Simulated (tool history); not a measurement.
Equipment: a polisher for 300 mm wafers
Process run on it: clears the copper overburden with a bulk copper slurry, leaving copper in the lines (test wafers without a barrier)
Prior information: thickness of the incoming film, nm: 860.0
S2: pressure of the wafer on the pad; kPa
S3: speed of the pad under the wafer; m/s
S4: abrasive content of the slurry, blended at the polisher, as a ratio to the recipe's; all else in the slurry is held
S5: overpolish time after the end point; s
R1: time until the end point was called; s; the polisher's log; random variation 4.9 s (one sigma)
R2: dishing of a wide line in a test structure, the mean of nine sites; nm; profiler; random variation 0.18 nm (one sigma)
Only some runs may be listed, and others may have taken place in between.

run 1 hour=0.0 | flow_of_slurry_(ml/min)=190 S2=14.5 S3=1.16 S4=1.00 S5=12 | R1=127.94 R2=54.719
run 2 hour=3.4 | flow_of_slurry_(ml/min)=190 S2=14.5 S3=1.16 S4=1.00 S5=7 | R1=127.18 R2=36.628
run 3 hour=9.6 | flow_of_slurry_(ml/min)=165 S2=14.5 S3=1.16 S4=1.00 S5=7 | R1=130.21 R2=36.591
run 4 hour=13.7 | flow_of_slurry_(ml/min)=165 S2=14.5 S3=1.16 S4=1.00 S5=10 | R1=136.35 R2=47.244
run 5 hour=18.1 | flow_of_slurry_(ml/min)=165 S2=14.5 S3=1.16 S4=0.85 S5=10 | R1=138.40 R2=45.966
-- hour=23.0 head pressure recalibrated
run 6 hour=23.0 | flow_of_slurry_(ml/min)=200 S2=14.5 S3=1.16 S4=0.85 S5=10 | R1=120.43 R2=50.708
run 7 hour=24.4 | flow_of_slurry_(ml/min)=210 S2=13.8 S3=1.08 S4=0.95 S5=9 | R1=127.95 R2=44.678

Forecast run 8:
run 8 hour=26.0 | flow_of_slurry_(ml/min)=195 S2=13.1 S3=1.02 S4=1.00 S5=8 | R1=? R2=?

For run 8 the tool returned R1 143.44 s, R2 37.946 nm.

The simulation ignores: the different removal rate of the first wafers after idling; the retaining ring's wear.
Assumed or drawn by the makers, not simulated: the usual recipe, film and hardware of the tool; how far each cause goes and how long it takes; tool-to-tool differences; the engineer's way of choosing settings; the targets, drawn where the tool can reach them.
